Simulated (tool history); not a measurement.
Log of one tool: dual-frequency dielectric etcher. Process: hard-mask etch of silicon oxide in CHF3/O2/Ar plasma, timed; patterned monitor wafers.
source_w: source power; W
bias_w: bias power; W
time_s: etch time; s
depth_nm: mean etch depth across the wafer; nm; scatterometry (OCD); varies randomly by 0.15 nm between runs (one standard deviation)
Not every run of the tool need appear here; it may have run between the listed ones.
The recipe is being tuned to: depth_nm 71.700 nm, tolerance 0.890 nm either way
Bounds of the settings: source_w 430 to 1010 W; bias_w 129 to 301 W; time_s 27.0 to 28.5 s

Run 1, hour 0.0: source_w 720 W, bias_w 215 W, time_s 27.0 s. Result: depth_nm 61.683 nm.
Run 2, hour 7.7: source_w 750 W, bias_w 216 W, time_s 27.0 s. Result: depth_nm 62.811 nm.
Run 3, hour 11.1: source_w 750 W, bias_w 191 W, time_s 27.0 s. Result: depth_nm 60.461 nm.
Run 4, hour 13.5: source_w 880 W, bias_w 191 W, time_s 27.0 s. Result: depth_nm 63.553 nm.
Run 5, hour 16.8: source_w 880 W, bias_w 191 W, time_s 27.0 s. Result: depth_nm 63.362 nm.
Run 6, hour 21.5: source_w 890 W, bias_w 196 W, time_s 27.0 s. Result: depth_nm 64.127 nm.
At hour 27.4: wet clean of the chamber.
Run 7, hour 27.4: source_w 900 W, bias_w 201 W, time_s 27.0 s. Result: depth_nm 68.165 nm.
Run 8, hour 34.9: source_w 910 W, bias_w 201 W, time_s 27.0 s. Result: depth_nm 68.390 nm.
Run 9, hour 41.5: source_w 920 W, bias_w 201 W, time_s 27.0 s. Result: depth_nm 68.428 nm.
Run 10, hour 46.0: source_w 930 W, bias_w 201 W, time_s 27.0 s. Result: depth_nm 68.601 nm.
Run 11, hour 49.1: source_w 940 W, bias_w 201 W, time_s 27.0 s. Result: depth_nm 68.924 nm.
Run 12, hour 57.0: source_w 950 W, bias_w 201 W, time_s 27.0 s. Result: depth_nm 69.191 nm.
Run 13, hour 64.7: source_w 960 W, bias_w 201 W, time_s 27.0 s. Result: depth_nm 69.737 nm.
Run 14, hour 66.7: source_w 980 W, bias_w 201 W, time_s 27.0 s. Result: depth_nm 69.820 nm.
Run 15, hour 67.2: source_w 1000 W, bias_w 203 W, time_s 27.0 s. Result: depth_nm 70.567 nm.

Pick the move, out of 5, that brings all results within their allowed miss; only one does.
Run A, hour 67.7: source_w 960 W, bias_w 208 W, time_s 28.5 s. Result: depth_nm ?.
Run B, hour 67.7: source_w 900 W, bias_w 219 W, time_s 28.5 s. Result: depth_nm ?.
Run C, hour 67.7: source_w 940 W, bias_w 231 W, time_s 27.0 s. Result: depth_nm ?.
Run D, hour 67.7: source_w 1010 W, bias_w 205 W, time_s 28.0 s. Result: depth_nm ?.
Run E, hour 67.7: source_w 800 W, bias_w 207 W, time_s 28.5 s. Result: depth_nm ?.

move  depth_nm
   A    73.736
   B    73.346
   C    71.587
   D    73.325
   E    69.521
A: takes the biggest miss from the last run beyond its target
B: takes the biggest miss from the last run beyond its target
C: all results in spec
D: takes the biggest miss from the last run beyond its target
E: further off than the last run
The move that meets every target is C.
